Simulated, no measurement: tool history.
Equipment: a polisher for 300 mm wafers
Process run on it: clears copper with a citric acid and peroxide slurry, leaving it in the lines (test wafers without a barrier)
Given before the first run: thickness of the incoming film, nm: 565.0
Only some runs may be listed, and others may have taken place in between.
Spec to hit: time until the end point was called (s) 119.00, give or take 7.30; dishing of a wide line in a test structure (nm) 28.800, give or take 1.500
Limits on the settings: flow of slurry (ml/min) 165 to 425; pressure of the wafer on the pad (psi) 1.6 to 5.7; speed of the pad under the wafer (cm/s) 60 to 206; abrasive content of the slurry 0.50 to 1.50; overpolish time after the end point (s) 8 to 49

run	hour	flow of slurry (ml/min)	pressure of the wafer on the pad (psi)	speed of the pad under the wafer (cm/s)	abrasive content of the slurry	overpolish time after the end point (s)	time until the end point was called (s)	dishing of a wide line in a test structure (nm)
1	0.0	275	3.6	132	1.00	25	172.35	27.196
2	7.4	275	3.6	114	1.00	25	195.26	24.667
3	10.4	275	3.9	114	1.00	25	175.85	26.383
4	16.0	275	4.1	114	1.00	24	173.25	26.708
5	17.8	275	4.1	88	1.00	24	217.06	24.111
6	24.2	275	4.1	88	0.90	24	224.05	23.805
7	25.7	275	4.4	92	0.90	23	202.63	24.848
8	27.2	275	4.6	96	0.90	21	191.88	23.980
9	29.0	275	4.8	102	0.90	21	166.36	25.491
10	31.0	275	4.9	104	0.90	21	165.78	25.322
11	33.6	275	5.0	108	0.90	21	161.48	26.920
12	39.1	275	5.1	112	0.90	20	149.64	26.157
13	42.7	275	5.2	114	0.90	20	149.76	26.722

5 next moves are on the table. One of them brings every result within its allowed miss. Which?
A	46.3	300	4.7	114	1.00	17	?	?
B	46.3	225	4.3	110	0.85	36	?	?
C	46.3	330	5.6	128	0.95	14	?	?
D	46.3	305	5.2	132	1.05	25	?	?
E	46.3	205	4.7	108	0.80	18	?	?

move	time until the end point was called (s)	dishing of a wide line in a test structure (nm)
A	152.45	24.376
B	182.93	28.656
C	117.26	25.152
D	119.50	29.142
E	176.91	23.453
A: misses by more than the last run did
B: misses by more than the last run did
C: puts the biggest miss on target and leaves a different result outside tolerance
D: hits every target within its allowed miss
E: misses by more than the last run did
The right move is D.
